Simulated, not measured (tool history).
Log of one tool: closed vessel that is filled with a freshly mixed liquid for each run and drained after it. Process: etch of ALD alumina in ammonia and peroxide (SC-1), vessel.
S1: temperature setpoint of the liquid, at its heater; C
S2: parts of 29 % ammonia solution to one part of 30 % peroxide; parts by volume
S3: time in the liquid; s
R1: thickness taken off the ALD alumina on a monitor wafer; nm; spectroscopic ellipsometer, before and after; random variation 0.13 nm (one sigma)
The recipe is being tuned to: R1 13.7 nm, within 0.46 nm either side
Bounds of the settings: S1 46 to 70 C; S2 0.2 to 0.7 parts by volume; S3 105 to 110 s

run,hour,S1,S2,S3,R1
1,0,62,0.4,105,9.5204
2,0.6,64,0.4,105,10.466
3,8.6,64,0.45,105,10.686
4,16.4,65.5,0.45,105,11.615
5,22.2,60,0.45,105,8.6871
6,30.4,60,0.35,105,8.5283
7,34,62.5,0.35,105,9.6394
8,35.2,64.5,0.35,105,10.669
9,37.4,64.5,0.35,105,10.698

Pick the move, out of 5, that brings all results within their allowed miss; only one does.
A,39.6,66.5,0.35,110,?
B,39.6,60,0.45,105,?
C,39.6,69.5,0.45,105,?
D,39.6,57.5,0.35,105,?
E,39.6,62,0.25,105,?

move,R1
A,12.268
B,8.6505
C,13.875
D,7.4212
E,9.0613
A: gains on the last run, yet a result remains outside its allowed miss
B: the biggest miss grows against the last run
C: every result within its allowed miss
D: the biggest miss grows against the last run
E: the biggest miss grows against the last run
Go with C: it meets all targets.

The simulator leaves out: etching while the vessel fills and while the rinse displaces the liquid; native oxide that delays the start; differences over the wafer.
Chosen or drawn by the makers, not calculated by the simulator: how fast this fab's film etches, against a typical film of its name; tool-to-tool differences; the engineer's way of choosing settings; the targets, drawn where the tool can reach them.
